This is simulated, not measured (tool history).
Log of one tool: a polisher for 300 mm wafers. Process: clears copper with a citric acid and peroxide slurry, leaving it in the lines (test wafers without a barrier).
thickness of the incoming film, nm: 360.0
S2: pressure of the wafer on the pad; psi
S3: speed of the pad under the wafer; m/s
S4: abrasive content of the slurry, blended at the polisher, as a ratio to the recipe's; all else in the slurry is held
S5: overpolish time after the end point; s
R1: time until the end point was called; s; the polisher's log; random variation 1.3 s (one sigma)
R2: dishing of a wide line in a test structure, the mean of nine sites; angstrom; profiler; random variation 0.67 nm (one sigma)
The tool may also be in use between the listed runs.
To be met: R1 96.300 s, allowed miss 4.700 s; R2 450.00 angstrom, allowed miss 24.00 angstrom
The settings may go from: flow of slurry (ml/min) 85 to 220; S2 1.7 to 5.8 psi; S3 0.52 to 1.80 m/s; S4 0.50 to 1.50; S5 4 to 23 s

{"run": 1, "hour": 0.0, "flow of slurry (ml/min)": 140, "S2": 3.7, "S3": 1.16, "S4": 1.0, "S5": 12, "R1": 112.73, "R2": 276.88}
{"run": 2, "hour": 3.7, "flow of slurry (ml/min)": 140, "S2": 3.7, "S3": 1.16, "S4": 1.0, "S5": 17, "R1": 114.97, "R2": 360.52}
{"run": 3, "hour": 10.4, "flow of slurry (ml/min)": 140, "S2": 2.8, "S3": 1.16, "S4": 1.0, "S5": 17, "R1": 150.67, "R2": 288.38}
{"run": 4, "hour": 18.0, "flow of slurry (ml/min)": 145, "S2": 3.1, "S3": 1.16, "S4": 1.0, "S5": 17, "R1": 133.41, "R2": 304.21}
{"run": 5, "hour": 22.3, "flow of slurry (ml/min)": 120, "S2": 3.1, "S3": 1.16, "S4": 1.0, "S5": 17, "R1": 139.3, "R2": 297.02}
{"run": 6, "hour": 24.5, "flow of slurry (ml/min)": 120, "S2": 3.1, "S3": 1.36, "S4": 1.0, "S5": 17, "R1": 119.69, "R2": 341.0}
{"run": 7, "hour": 33.2, "flow of slurry (ml/min)": 125, "S2": 3.2, "S3": 1.36, "S4": 1.0, "S5": 17, "R1": 118.16, "R2": 352.94}
{"run": 8, "hour": 36.4, "flow of slurry (ml/min)": 130, "S2": 3.3, "S3": 1.36, "S4": 1.0, "S5": 17, "R1": 112.78, "R2": 370.45}
{"run": 9, "hour": 39.9, "flow of slurry (ml/min)": 130, "S2": 3.3, "S3": 1.36, "S4": 1.0, "S5": 17, "R1": 110.5, "R2": 368.22}
{"run": 10, "hour": 41.1, "flow of slurry (ml/min)": 140, "S2": 3.4, "S3": 1.36, "S4": 1.0, "S5": 17, "R1": 108.43, "R2": 371.7}
{"run": 11, "hour": 44.6, "flow of slurry (ml/min)": 140, "S2": 3.5, "S3": 1.36, "S4": 1.0, "S5": 17, "R1": 99.958, "R2": 397.22}
{"run": 12, "hour": 46.9, "flow of slurry (ml/min)": 145, "S2": 3.6, "S3": 1.36, "S4": 1.0, "S5": 18, "R1": 101.34, "R2": 409.15}

Which of these 4 next moves meets every target?
{"run": "A", "hour": 49.2, "flow of slurry (ml/min)": 150, "S2": 2.6, "S3": 1.64, "S4": 1.5, "S5": 18, "R1": "?", "R2": "?"}
{"run": "B", "hour": 49.2, "flow of slurry (ml/min)": 135, "S2": 3.5, "S3": 1.46, "S4": 0.95, "S5": 19, "R1": "?", "R2": "?"}
{"run": "C", "hour": 49.2, "flow of slurry (ml/min)": 145, "S2": 3.4, "S3": 1.26, "S4": 1.1, "S5": 23, "R1": "?", "R2": "?"}
{"run": "D", "hour": 49.2, "flow of slurry (ml/min)": 130, "S2": 4.0, "S3": 1.22, "S4": 1.05, "S5": 16, "R1": "?", "R2": "?"}

move=A R1=104.220 R2=403.35
move=B R1=98.979 R2=443.68
move=C R1=111.580 R2=467.90
move=D R1=101.560 R2=381.78
A: further off than the last run
B: meets every target
C: brings the result that was furthest off to its target, and leaves another outside
D: further off than the last run
Answer: B
